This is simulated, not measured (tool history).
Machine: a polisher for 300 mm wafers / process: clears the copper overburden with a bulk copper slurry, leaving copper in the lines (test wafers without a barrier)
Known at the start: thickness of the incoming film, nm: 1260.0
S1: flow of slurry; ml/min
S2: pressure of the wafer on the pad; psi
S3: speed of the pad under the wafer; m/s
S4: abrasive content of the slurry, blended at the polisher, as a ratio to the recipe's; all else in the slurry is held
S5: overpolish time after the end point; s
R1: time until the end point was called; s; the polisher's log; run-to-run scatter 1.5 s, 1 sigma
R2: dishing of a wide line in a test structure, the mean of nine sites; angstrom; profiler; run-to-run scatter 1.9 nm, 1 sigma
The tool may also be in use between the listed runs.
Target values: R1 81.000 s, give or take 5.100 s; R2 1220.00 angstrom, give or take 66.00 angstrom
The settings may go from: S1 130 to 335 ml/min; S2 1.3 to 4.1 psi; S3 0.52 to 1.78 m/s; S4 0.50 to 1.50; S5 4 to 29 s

run	day	S1	S2	S3	S4	S5	R1	R2
1	0.000	215	2.7	1.14	1.00	15	115.500	818.63
2	0.304	215	2.7	1.14	1.10	15	113.360	821.05
3	0.529	215	3.0	1.14	1.10	16	106.130	891.71
4	0.738	215	2.5	1.14	1.10	16	116.960	798.46
5	0.925	215	2.5	0.90	1.10	16	147.910	711.52
6	1.208	215	2.5	0.90	1.10	12	145.850	584.58
7	1.362	210	2.9	1.00	1.10	14	120.670	719.07
# day 1.542: head pressure recalibrated
8	1.542	210	3.2	1.08	1.05	16	98.150	910.85

Which single option among these 4 for the next run brings every result within its allowed miss of target? Just one does.
A	1.721	200	3.3	1.32	1.05	27	?	?
B	1.721	195	3.7	1.46	1.10	14	?	?
C	1.721	200	3.7	1.20	1.05	18	?	?
D	1.721	215	4.1	1.36	0.95	15	?	?

move	R1	R2
A	80.829	1191.10
B	67.252	1057.50
C	82.090	1079.40
D	68.746	1097.70
A: in spec on every target
B: better than the last run, though not everything is in spec
C: better than the last run, though not everything is in spec
D: better than the last run, though not everything is in spec
Move A is the one to make.
